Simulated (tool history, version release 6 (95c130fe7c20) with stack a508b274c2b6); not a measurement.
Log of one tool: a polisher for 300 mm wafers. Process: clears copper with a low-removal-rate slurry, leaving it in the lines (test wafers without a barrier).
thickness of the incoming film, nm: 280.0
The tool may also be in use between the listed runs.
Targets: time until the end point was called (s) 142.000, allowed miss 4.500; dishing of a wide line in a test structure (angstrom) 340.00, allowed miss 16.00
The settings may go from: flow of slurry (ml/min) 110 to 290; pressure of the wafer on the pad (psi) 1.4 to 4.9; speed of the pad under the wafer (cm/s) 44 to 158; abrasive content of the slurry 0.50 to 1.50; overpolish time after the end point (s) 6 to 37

run    day  flow of slurry (ml/min)  pressure of the wafer on the pad (psi)  speed of the pad under the wafer (cm/s)  abrasive content of the slurry  overpolish time after the end point (s)  time until the end point was called (s)  dishing of a wide line in a test structure (angstrom)
  1  0.000                      185                                     3.1                                      100                            1.00                                       19                                   97.208                                                 298.98
  2  0.150                      180                                     3.0                                      100                            1.00                                       20                                  100.150                                                 312.75
  3  0.192                      180                                     3.0                                      118                            1.00                                       20                                   91.661                                                 342.81
  4  0.500                      180                                     2.6                                      118                            1.00                                       20                                  103.550                                                 308.30
  5  0.829                      175                                     2.5                                      118                            1.00                                       21                                  107.490                                                 304.14
  6  0.858                      175                                     2.5                                      118                            1.00                                       28                                  108.770                                                 391.27
  7  1.058                      170                                     2.4                                      118                            1.00                                       28                                  112.410                                                 374.57
  8  1.208                      165                                     2.3                                      118                            1.00                                       29                                  115.030                                                 378.54
  9  1.558                      165                                     2.2                                      118                            1.00                                       29                                  122.710                                                 361.69
 10  1.900                      160                                     2.2                                      118                            1.00                                       29                                  123.830                                                 363.30
 11  2.150                      155                                     2.2                                      118                            1.00                                       29                                  121.600                                                 360.92
 12  2.417                      155                                     2.1                                      118                            1.00                                       29                                  128.820                                                 345.88
 13  2.700                      140                                     1.8                                      118                            1.00                                       31                                  146.670                                                 321.14
 14  2.979                      145                                     1.8                                      118                            1.00                                       31                                  147.020                                                 322.76
 15  3.233                      150                                     1.8                                      118                            1.00                                       31                                  146.270                                                 326.74

5 next moves are on the table. One of them brings every result within its allowed miss. Which?
  A  3.488                      165                                     1.8                                      106                            0.95                                       34                                        ?                                                      ?
  B  3.488                      160                                     1.7                                      126                            0.95                                       29                                        ?                                                      ?
  C  3.488                      125                                     2.1                                      100                            1.15                                       31                                        ?                                                      ?
  D  3.488                      185                                     1.4                                      146                            0.90                                       32                                        ?                                                      ?
  E  3.488                      140                                     1.8                                      116                            1.00                                       30                                        ?                                                      ?

move  time until the end point was called (s)  dishing of a wide line in a test structure (angstrom)
   A                                  157.930                                                 332.87
   B                                  149.240                                                 304.58
   C                                  144.250                                                 335.01
   D                                  157.870                                                 312.31
   E                                  151.280                                                 310.74
A: further off than the last run
B: further off than the last run
C: meets every target
D: further off than the last run
E: further off than the last run
The right move is C.
